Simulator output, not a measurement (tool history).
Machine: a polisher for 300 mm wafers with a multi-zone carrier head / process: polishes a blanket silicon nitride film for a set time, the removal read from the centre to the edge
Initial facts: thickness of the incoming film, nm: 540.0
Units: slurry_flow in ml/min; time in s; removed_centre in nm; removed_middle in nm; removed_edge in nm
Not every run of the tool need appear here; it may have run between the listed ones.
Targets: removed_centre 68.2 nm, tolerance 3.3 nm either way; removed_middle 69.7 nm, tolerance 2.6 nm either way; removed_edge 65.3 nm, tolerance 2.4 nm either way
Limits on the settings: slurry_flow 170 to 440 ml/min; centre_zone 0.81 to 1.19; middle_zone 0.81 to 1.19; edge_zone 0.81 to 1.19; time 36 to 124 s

Run 1, hour 0: slurry_flow 280 ml/min, centre_zone 1, middle_zone 1, edge_zone 1, time 79 s. Result: removed_centre 112.3 nm, removed_middle 113.27 nm, removed_edge 111.04 nm.
Run 2, hour 6.9: slurry_flow 280 ml/min, centre_zone 1, middle_zone 1, edge_zone 0.98, time 73 s. Result: removed_centre 105.94 nm, removed_middle 105.49 nm, removed_edge 101.73 nm.
Run 3, hour 10.2: slurry_flow 280 ml/min, centre_zone 0.99, middle_zone 0.99, edge_zone 0.96, time 68 s. Result: removed_centre 99.949 nm, removed_middle 94.371 nm, removed_edge 95.887 nm.
Run 4, hour 14.9: slurry_flow 280 ml/min, centre_zone 1.02, middle_zone 0.99, edge_zone 0.96, time 68 s. Result: removed_centre 99.24 nm, removed_middle 96.351 nm, removed_edge 93.424 nm.
Run 5, hour 22.1: slurry_flow 280 ml/min, centre_zone 1.02, middle_zone 0.99, edge_zone 1.04, time 68 s. Result: removed_centre 101.35 nm, removed_middle 96.178 nm, removed_edge 98.323 nm.
Run 6, hour 30.5: slurry_flow 275 ml/min, centre_zone 1.01, middle_zone 1, edge_zone 1.02, time 63 s. Result: removed_centre 92.995 nm, removed_middle 89.352 nm, removed_edge 89.459 nm.
Run 7, hour 31.6: slurry_flow 270 ml/min, centre_zone 1, middle_zone 1.01, edge_zone 1.01, time 60 s. Result: removed_centre 89.108 nm, removed_middle 87.72 nm, removed_edge 86.278 nm.
Run 8, hour 37: slurry_flow 265 ml/min, centre_zone 0.99, middle_zone 1.01, edge_zone 1, time 57 s. Result: removed_centre 83.018 nm, removed_middle 81.261 nm, removed_edge 80.96 nm.
Run 9, hour 40.8: slurry_flow 250 ml/min, centre_zone 0.92, middle_zone 1.03, edge_zone 0.9, time 49 s. Result: removed_centre 64.649 nm, removed_middle 70.833 nm, removed_edge 65.538 nm.

Next run, 5 choices. One meets every target within its allowed miss, the rest don't. Which?
Run A, hour 44.6: slurry_flow 255 ml/min, centre_zone 0.87, middle_zone 0.98, edge_zone 0.88, time 49 s. Result: removed_centre ?, removed_middle ?, removed_edge ?.
Run B, hour 44.6: slurry_flow 255 ml/min, centre_zone 1.01, middle_zone 0.85, edge_zone 0.97, time 53 s. Result: removed_centre ?, removed_middle ?, removed_edge ?.
Run C, hour 44.6: slurry_flow 285 ml/min, centre_zone 1.01, middle_zone 0.95, edge_zone 0.91, time 51 s. Result: removed_centre ?, removed_middle ?, removed_edge ?.
Run D, hour 44.6: slurry_flow 170 ml/min, centre_zone 0.81, middle_zone 1.06, edge_zone 1, time 51 s. Result: removed_centre ?, removed_middle ?, removed_edge ?.
Run E, hour 44.6: slurry_flow 235 ml/min, centre_zone 0.96, middle_zone 0.99, edge_zone 0.85, time 51 s. Result: removed_centre ?, removed_middle ?, removed_edge ?.

move  removed_centre  removed_middle  removed_edge
   A          61.057          68.549        65.049
   B          76.692          65.811        73.742
   C          74.946           70.38         69.47
   D          54.889          71.333        68.348
   E          69.337          71.148          66.1
A: lands further from the targets than the last run did
B: the result that was furthest off in the last run now lies on the other side of its target
C: the result that was furthest off in the last run now lies on the other side of its target
D: lands further from the targets than the last run did
E: each result inside its tolerance
Go with E: it meets all targets.
